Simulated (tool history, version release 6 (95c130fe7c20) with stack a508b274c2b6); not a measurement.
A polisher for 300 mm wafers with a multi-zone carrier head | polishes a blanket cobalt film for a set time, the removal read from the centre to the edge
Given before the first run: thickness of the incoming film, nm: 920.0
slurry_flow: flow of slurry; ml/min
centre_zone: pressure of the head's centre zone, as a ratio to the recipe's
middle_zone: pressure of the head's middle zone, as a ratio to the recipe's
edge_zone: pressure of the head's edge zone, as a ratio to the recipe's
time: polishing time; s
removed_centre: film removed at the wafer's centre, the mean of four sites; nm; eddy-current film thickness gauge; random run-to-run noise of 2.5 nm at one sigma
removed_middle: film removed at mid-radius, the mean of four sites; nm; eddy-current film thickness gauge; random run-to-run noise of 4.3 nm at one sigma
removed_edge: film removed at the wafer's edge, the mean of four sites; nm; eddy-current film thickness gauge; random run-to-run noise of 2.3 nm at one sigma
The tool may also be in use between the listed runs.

run,hour,slurry_flow,centre_zone,middle_zone,edge_zone,time,removed_centre,removed_middle,removed_edge
1,0,240,1,1,1,81,320.06,323.14,313.32
2,2.8,240,1,1.04,1,81,318.61,336.74,313.07
3,9.7,240,1,1.04,1,74,292.6,304.87,293.45
4,16.3,240,1,1.04,1,61,241.41,248.94,240.24
5,18.7,240,1,1.04,1,48,190.83,201.86,186.88
6,27,240,1,1,1,48,190.22,190.89,186.64
7,34.2,260,1.05,1.05,1.05,54,225.4,226.14,217.75
8,39.4,275,1.09,1.09,1.08,59,260.97,259.96,242.61

Forecast run 9:
9,41.7,285,1.11,1.11,1.11,63,?,?,?

{"run 9": {"removed_centre": 283.02, "removed_middle": 279.6, "removed_edge": 262.67}}
